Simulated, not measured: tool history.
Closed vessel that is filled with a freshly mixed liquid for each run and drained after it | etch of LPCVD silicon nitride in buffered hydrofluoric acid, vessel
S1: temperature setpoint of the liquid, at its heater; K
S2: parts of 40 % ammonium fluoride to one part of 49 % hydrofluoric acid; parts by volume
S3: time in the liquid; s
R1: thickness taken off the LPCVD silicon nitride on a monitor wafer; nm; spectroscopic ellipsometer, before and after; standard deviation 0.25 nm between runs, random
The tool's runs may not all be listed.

run,hour,S1,S2,S3,R1
1,0.0,297.15,17.5,3145,25.511
2,6.7,297.15,17.5,3350,26.909
3,11.6,297.15,17.5,3145,25.626
4,13.4,298.65,17.5,3145,27.382
5,18.4,299.65,17.5,3145,28.864
6,27.6,300.65,17.5,3145,30.044
7,36.9,301.15,17.5,3145,31.253

Predict the results of run 8:
8,44.2,301.65,17.5,3145,?

R1: 32.343 nm
